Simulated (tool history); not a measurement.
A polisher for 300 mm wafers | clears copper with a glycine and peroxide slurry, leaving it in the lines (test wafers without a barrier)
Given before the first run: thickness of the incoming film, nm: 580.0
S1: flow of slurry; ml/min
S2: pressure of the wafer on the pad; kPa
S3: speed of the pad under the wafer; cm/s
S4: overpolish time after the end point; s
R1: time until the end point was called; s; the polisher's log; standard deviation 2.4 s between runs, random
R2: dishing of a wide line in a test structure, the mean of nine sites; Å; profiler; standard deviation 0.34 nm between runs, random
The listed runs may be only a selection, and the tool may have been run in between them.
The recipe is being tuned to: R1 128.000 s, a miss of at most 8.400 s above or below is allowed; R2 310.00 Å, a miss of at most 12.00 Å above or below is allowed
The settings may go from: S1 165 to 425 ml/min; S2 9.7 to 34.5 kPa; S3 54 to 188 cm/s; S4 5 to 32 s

Run 1, day 0.000: S1 275 ml/min, S2 22.1 kPa, S3 120 cm/s, S4 16 s. Result: R1 68.467 s, R2 302.10 Å.
Run 2, day 0.158: S1 275 ml/min, S2 20.7 kPa, S3 116 cm/s, S4 17 s. Result: R1 72.376 s, R2 300.22 Å.
Run 3, day 0.404: S1 275 ml/min, S2 20.7 kPa, S3 116 cm/s, S4 12 s. Result: R1 75.930 s, R2 274.84 Å.
Run 4, day 0.754: S1 275 ml/min, S2 17.2 kPa, S3 116 cm/s, S4 12 s. Result: R1 86.094 s, R2 266.72 Å.
Run 5, day 0.854: S1 275 ml/min, S2 21.4 kPa, S3 116 cm/s, S4 12 s. Result: R1 68.211 s, R2 281.96 Å.
Run 6, day 0.921: S1 275 ml/min, S2 21.4 kPa, S3 116 cm/s, S4 7 s. Result: R1 70.821 s, R2 231.17 Å.
Run 7, day 1.017: S1 275 ml/min, S2 20.0 kPa, S3 114 cm/s, S4 8 s. Result: R1 74.498 s, R2 234.13 Å.
Run 8, day 1.204: S1 340 ml/min, S2 13.8 kPa, S3 80 cm/s, S4 16 s. Result: R1 126.400 s, R2 264.77 Å.
Run 9, day 1.229: S1 340 ml/min, S2 13.8 kPa, S3 80 cm/s, S4 17 s. Result: R1 132.300 s, R2 272.22 Å.
Run 10, day 1.317: S1 340 ml/min, S2 13.8 kPa, S3 80 cm/s, S4 18 s. Result: R1 128.340 s, R2 276.04 Å.
Run 11, day 1.612: S1 340 ml/min, S2 13.8 kPa, S3 80 cm/s, S4 19 s. Result: R1 130.810 s, R2 280.35 Å.
Run 12, day 1.975: S1 340 ml/min, S2 13.8 kPa, S3 80 cm/s, S4 20 s. Result: R1 127.860 s, R2 277.52 Å.
Run 13, day 2.304: S1 340 ml/min, S2 13.8 kPa, S3 80 cm/s, S4 21 s. Result: R1 130.310 s, R2 285.72 Å.
Run 14, day 2.483: S1 340 ml/min, S2 13.8 kPa, S3 80 cm/s, S4 22 s. Result: R1 131.290 s, R2 291.37 Å.

Below are 5 possible settings for the next run. Only one of them brings all results inside the allowed miss of their targets. Which is it?
Run A, day 2.662: S1 335 ml/min, S2 13.8 kPa, S3 64 cm/s, S4 20 s. Result: R1 ?, R2 ?.
Run B, day 2.662: S1 370 ml/min, S2 13.8 kPa, S3 86 cm/s, S4 21 s. Result: R1 ?, R2 ?.
Run C, day 2.662: S1 350 ml/min, S2 13.8 kPa, S3 82 cm/s, S4 27 s. Result: R1 ?, R2 ?.
Run D, day 2.662: S1 250 ml/min, S2 11.7 kPa, S3 92 cm/s, S4 21 s. Result: R1 ?, R2 ?.
Run E, day 2.662: S1 415 ml/min, S2 15.2 kPa, S3 72 cm/s, S4 18 s. Result: R1 ?, R2 ?.

move       R1      R2
   A  148.650  281.08
   B  123.500  294.30
   C  127.780  310.65
   D  137.720  284.34
   E  127.560  281.90
A: further off than the last run
B: better than the last run, though not everything is in spec
C: meets every target
D: further off than the last run
E: further off than the last run
Correct choice: C, which meets every target
